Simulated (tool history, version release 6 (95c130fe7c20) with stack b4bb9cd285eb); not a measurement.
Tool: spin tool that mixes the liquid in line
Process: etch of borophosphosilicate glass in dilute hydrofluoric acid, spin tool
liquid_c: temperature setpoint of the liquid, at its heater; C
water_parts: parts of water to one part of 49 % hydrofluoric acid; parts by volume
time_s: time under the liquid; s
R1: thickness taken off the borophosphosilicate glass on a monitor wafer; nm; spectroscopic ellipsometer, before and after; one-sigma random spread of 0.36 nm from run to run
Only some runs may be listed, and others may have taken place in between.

{"run": 1, "hour": 0.0, "liquid_c": 21, "water_parts": 150, "time_s": 270, "R1": 54.841}
{"run": 2, "hour": 8.2, "liquid_c": 23, "water_parts": 150, "time_s": 270, "R1": 59.15}
{"run": 3, "hour": 14.3, "liquid_c": 21, "water_parts": 150, "time_s": 270, "R1": 54.688}
{"run": 4, "hour": 21.0, "liquid_c": 21, "water_parts": 150, "time_s": 270, "R1": 54.638}
{"run": 5, "hour": 30.0, "liquid_c": 22, "water_parts": 150, "time_s": 270, "R1": 56.689}
{"run": 6, "hour": 37.7, "liquid_c": 22, "water_parts": 150, "time_s": 270, "R1": 56.571}

For run 7, what comes out?
{"run": 7, "hour": 39.9, "liquid_c": 22.5, "water_parts": 150, "time_s": 270, "R1": "?"}

R1: 57.976 nm
